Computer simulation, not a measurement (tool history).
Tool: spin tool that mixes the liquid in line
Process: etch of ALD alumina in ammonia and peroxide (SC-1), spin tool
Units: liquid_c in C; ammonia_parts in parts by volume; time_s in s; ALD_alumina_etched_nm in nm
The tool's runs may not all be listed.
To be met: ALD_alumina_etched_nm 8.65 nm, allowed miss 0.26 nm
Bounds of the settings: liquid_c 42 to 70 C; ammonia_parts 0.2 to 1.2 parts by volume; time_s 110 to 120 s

Run 1, hour 0: liquid_c 58 C, ammonia_parts 0.8 parts by volume, time_s 110 s. Result: ALD_alumina_etched_nm 6.6369 nm.
Run 2, hour 8.3: liquid_c 55 C, ammonia_parts 0.8 parts by volume, time_s 110 s. Result: ALD_alumina_etched_nm 5.6298 nm.
Run 3, hour 15.2: liquid_c 52.5 C, ammonia_parts 0.8 parts by volume, time_s 110 s. Result: ALD_alumina_etched_nm 4.8796 nm.
Run 4, hour 16.9: liquid_c 54 C, ammonia_parts 0.8 parts by volume, time_s 110 s. Result: ALD_alumina_etched_nm 5.3509 nm.
Run 5, hour 22: liquid_c 54 C, ammonia_parts 0.9 parts by volume, time_s 110 s. Result: ALD_alumina_etched_nm 5.4051 nm.
Run 6, hour 24.5: liquid_c 54 C, ammonia_parts 0.9 parts by volume, time_s 110 s. Result: ALD_alumina_etched_nm 5.4805 nm.
Run 7, hour 25.3: liquid_c 55.5 C, ammonia_parts 0.9 parts by volume, time_s 110 s. Result: ALD_alumina_etched_nm 5.8205 nm.
Run 8, hour 29.3: liquid_c 56.5 C, ammonia_parts 0.9 parts by volume, time_s 110 s. Result: ALD_alumina_etched_nm 6.1831 nm.
Run 9, hour 36.5: liquid_c 57.5 C, ammonia_parts 0.9 parts by volume, time_s 110 s. Result: ALD_alumina_etched_nm 6.5163 nm.
Run 10, hour 44.2: liquid_c 58.5 C, ammonia_parts 0.9 parts by volume, time_s 110 s. Result: ALD_alumina_etched_nm 6.8097 nm.
Run 11, hour 50.3: liquid_c 59 C, ammonia_parts 0.9 parts by volume, time_s 110 s. Result: ALD_alumina_etched_nm 6.9607 nm.
Run 12, hour 55.6: liquid_c 59.5 C, ammonia_parts 0.9 parts by volume, time_s 110 s. Result: ALD_alumina_etched_nm 7.2685 nm.
Run 13, hour 64.4: liquid_c 59.5 C, ammonia_parts 0.9 parts by volume, time_s 110 s. Result: ALD_alumina_etched_nm 7.177 nm.
Run 14, hour 70.7: liquid_c 59.5 C, ammonia_parts 0.9 parts by volume, time_s 110 s. Result: ALD_alumina_etched_nm 7.1783 nm.

4 next moves are on the table. One of them brings every result within its allowed miss. Which?
Run A, hour 77: liquid_c 61 C, ammonia_parts 0.9 parts by volume, time_s 115 s. Result: ALD_alumina_etched_nm ?.
Run B, hour 77: liquid_c 63 C, ammonia_parts 0.9 parts by volume, time_s 120 s. Result: ALD_alumina_etched_nm ?.
Run C, hour 77: liquid_c 60 C, ammonia_parts 1 parts by volume, time_s 115 s. Result: ALD_alumina_etched_nm ?.
Run D, hour 77: liquid_c 61 C, ammonia_parts 1 parts by volume, time_s 120 s. Result: ALD_alumina_etched_nm ?.

move  ALD_alumina_etched_nm
   A                 8.0957
   B                  9.348
   C                 7.7692
   D                 8.5324
A: nearer than the last run, and not there yet
B: takes the result that was furthest off past its target
C: nearer than the last run, and not there yet
D: meets every target
The right move is D.
